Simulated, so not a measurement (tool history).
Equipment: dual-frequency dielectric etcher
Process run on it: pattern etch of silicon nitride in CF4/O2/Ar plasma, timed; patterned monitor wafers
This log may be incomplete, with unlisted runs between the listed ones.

run,hour,source power (kW),bias power (kW),Ar flow (sccm),CF4 flow (sccm),etch time (s),mean etch depth across the wafer (nm)
1,0.0,0.410,0.055,80,83,141,281.48
2,1.9,0.380,0.055,80,83,141,266.55
3,4.7,0.380,0.055,80,98,141,269.70
4,6.6,0.380,0.055,80,83,141,263.40
# hour 9.4: source power generator calibrated
5,9.4,0.380,0.055,80,92,141,263.55
6,15.9,0.360,0.055,80,92,141,253.37

Estimate the outcome of run 7 from the log above:
7,21.1,0.340,0.055,80,92,141,?

Run 7 produced mean etch depth across the wafer (nm) 241.33.
